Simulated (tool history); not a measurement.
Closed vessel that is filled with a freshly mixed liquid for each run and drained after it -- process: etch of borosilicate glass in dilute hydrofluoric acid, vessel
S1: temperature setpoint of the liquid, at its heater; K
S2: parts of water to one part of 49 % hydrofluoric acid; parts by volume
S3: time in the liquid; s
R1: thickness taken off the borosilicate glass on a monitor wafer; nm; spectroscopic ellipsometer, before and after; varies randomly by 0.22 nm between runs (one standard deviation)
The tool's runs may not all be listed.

run	hour	S1	S2	S3	R1
1	0	294.15	70	30	19.067
2	6.8	296.65	65	30	22.975
3	11.6	296.65	65	30	22.693
4	17.8	295.15	65	30	21.357
5	19.4	295.15	85	30	16.106
6	27.1	295.15	85	30	16.163
7	30.2	299.15	55	30	30.227
8	31.3	300.15	55	30	31.974
9	33.5	300.65	55	30	32.262
10	35.3	301.15	55	30	33.043
11	44	301.65	55	30	33.481
12	50.8	301.65	50	30	37.19
13	57.8	302.15	50	30	37.866

Forecast run 14:
14	63.5	302.15	45	30	?

R1: 42.294 nm

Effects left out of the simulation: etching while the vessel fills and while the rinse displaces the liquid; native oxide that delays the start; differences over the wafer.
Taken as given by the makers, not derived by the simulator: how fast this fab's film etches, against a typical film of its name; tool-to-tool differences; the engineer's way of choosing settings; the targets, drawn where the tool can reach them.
